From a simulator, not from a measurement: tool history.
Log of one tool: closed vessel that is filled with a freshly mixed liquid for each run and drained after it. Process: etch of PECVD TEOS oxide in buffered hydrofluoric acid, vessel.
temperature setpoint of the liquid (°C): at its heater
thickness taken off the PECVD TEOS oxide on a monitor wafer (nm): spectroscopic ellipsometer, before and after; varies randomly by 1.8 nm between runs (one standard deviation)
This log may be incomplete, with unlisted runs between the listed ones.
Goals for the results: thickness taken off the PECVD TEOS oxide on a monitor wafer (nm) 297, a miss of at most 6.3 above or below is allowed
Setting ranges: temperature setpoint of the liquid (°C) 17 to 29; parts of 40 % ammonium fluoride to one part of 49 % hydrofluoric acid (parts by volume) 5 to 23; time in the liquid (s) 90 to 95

run    day  temperature setpoint of the liquid (°C)  parts of 40 % ammonium fluoride to one part of 49 % hydrofluoric acid (parts by volume)  time in the liquid (s)  thickness taken off the PECVD TEOS oxide on a monitor wafer (nm)
  1      0                                       21                                                                                       14                      90                                                            134.74
  2  0.292                                       23                                                                                     12.5                      90                                                            169.75
  3  0.479                                       23                                                                                     15.5                      90                                                            138.16
  4  0.808                                       23                                                                                     15.5                      95                                                            143.54
  5  1.183                                     24.5                                                                                       14                      95                                                            172.74
  6  1.367                                     24.5                                                                                       18                      95                                                            133.99
  7  1.529                                     25.5                                                                                       16                      95                                                            162.59
  8  1.696                                     26.5                                                                                     14.5                      95                                                             186.6

Next run, 5 choices. One meets every target within its allowed miss, the rest don't. Which?
  A  1.862                                       26                                                                                      8.5                      95                                                                 ?
  B  1.862                                       29                                                                                        8                      95                                                                 ?
  C  1.862                                       28                                                                                        7                      95                                                                 ?
  D  1.862                                       29                                                                                      7.5                      95                                                                 ?
  E  1.862                                       26                                                                                       17                      90                                                                 ?

move  thickness taken off the PECVD TEOS oxide on a monitor wafer (nm)
   A                                                            295.88
   B                                                            370.68
   C                                                            406.08
   D                                                            397.44
   E                                                             146.7
A: hits every target within its allowed miss
B: moves the result that the last run missed by most past its target, out the other side
C: moves the result that the last run missed by most past its target, out the other side
D: moves the result that the last run missed by most past its target, out the other side
E: its largest miss is bigger than the last run's
The right move is A.
